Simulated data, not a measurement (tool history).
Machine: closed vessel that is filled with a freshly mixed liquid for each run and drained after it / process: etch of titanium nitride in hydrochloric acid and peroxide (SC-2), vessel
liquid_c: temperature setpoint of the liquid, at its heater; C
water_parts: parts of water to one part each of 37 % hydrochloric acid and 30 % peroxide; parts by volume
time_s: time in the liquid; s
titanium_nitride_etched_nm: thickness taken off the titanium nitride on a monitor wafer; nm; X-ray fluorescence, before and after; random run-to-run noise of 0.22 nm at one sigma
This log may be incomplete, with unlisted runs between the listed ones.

{"run": 1, "hour": 0.0, "liquid_c": 50.0, "water_parts": 11.0, "time_s": 755, "titanium_nitride_etched_nm": 30.058}
{"run": 2, "hour": 2.3, "liquid_c": 51.0, "water_parts": 11.0, "time_s": 755, "titanium_nitride_etched_nm": 31.609}
{"run": 3, "hour": 6.9, "liquid_c": 52.0, "water_parts": 11.0, "time_s": 755, "titanium_nitride_etched_nm": 34.167}
{"run": 4, "hour": 15.7, "liquid_c": 52.0, "water_parts": 14.5, "time_s": 755, "titanium_nitride_etched_nm": 26.473}
{"run": 5, "hour": 23.4, "liquid_c": 52.0, "water_parts": 16.5, "time_s": 755, "titanium_nitride_etched_nm": 23.605}
{"run": 6, "hour": 29.7, "liquid_c": 52.0, "water_parts": 16.5, "time_s": 755, "titanium_nitride_etched_nm": 23.822}
{"run": 7, "hour": 37.8, "liquid_c": 54.0, "water_parts": 16.5, "time_s": 755, "titanium_nitride_etched_nm": 27.078}

Run 8 is up next; what results do you expect?
{"run": 8, "hour": 46.8, "liquid_c": 55.5, "water_parts": 16.5, "time_s": 755, "titanium_nitride_etched_nm": "?"}

titanium_nitride_etched_nm: 29.876 nm
